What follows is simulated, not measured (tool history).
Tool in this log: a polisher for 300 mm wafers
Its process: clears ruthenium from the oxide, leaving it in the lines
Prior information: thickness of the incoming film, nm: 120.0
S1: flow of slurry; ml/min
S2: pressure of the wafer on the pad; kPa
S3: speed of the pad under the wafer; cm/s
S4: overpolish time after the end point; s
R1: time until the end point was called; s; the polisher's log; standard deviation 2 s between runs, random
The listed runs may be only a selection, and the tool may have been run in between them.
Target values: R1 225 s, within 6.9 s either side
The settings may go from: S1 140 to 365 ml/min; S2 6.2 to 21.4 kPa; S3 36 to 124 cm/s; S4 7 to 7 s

run  hour   S1    S2   S3  S4      R1
  1     0  235  13.8   80   7  119.95
  2   6.4  275  13.8   80   7  115.59
  3   7.9  275  13.8  100   7  95.646
  4  13.5  275  13.8  100   7  93.868
  5  14.4  330  13.8  100   7  93.886
  6  15.3  330  11.7   92   7  117.57
  7  18.1  330  10.3   86   7  140.92
  8  18.9  330     9   82   7  170.67
  9  21.7  325   8.3   82   7  183.48
 10    25  325   8.3   82   7  184.39
 11  29.1  310   6.2   78   7  252.57
 12  34.5  320   6.2   78   7  255.71
 13    37  330   6.2   78   7   254.7
 14  38.7  330   6.2   78   7  254.32

Of the 5 settings listed for the next run, only one would bring every result within its allowed miss of target. Which one?
  A  40.4  365  6.9  80   7   ?
  B  40.4  340  6.9  74   7   ?
  C  40.4  355  6.9  84   7   ?
  D  40.4  365  6.2  68   7   ?
  E  40.4  360    9  52   7   ?

move      R1
   A   225.5
   B  244.56
   C  215.53
   D  291.34
   E  266.48
A: every result lands within tolerance
B: an improvement on the last run, though not all results are within tolerance
C: takes the result that was furthest off past its target
D: moves away from the targets compared with the last run
E: moves away from the targets compared with the last run
The right move is A.
